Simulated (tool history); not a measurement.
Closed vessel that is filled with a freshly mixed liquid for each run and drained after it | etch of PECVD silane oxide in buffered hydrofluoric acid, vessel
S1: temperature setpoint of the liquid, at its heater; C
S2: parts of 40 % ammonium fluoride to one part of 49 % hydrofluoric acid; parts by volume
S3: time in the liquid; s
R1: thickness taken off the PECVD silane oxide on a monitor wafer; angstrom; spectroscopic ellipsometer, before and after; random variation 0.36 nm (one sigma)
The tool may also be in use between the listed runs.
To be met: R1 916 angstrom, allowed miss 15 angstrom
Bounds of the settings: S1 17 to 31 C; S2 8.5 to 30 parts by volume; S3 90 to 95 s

run  hour    S1  S2  S3      R1
  1     0    23  23  90    1383
  2     1    23  23  90  1389.9
  3   8.2  21.5  24  90  1222.4
  4  17.1  23.5  24  90  1380.3
  5    18  23.5  29  90  1203.8
  6  23.5    20  29  90  987.58
  7  29.4  19.5  29  90  960.67
  8  34.1    19  29  90   934.1

Which of these 4 next moves meets every target?
  A  38.8  18.5  29.5  95   ?
  B  38.8  17.5    27  95   ?
  C  38.8  19.5  28.5  90   ?
  D  38.8    19    30  90   ?

move      R1
   A  945.07
   B  949.15
   C  970.48
   D  910.48
A: further off than the last run
B: further off than the last run
C: further off than the last run
D: meets every target
The right move is D.
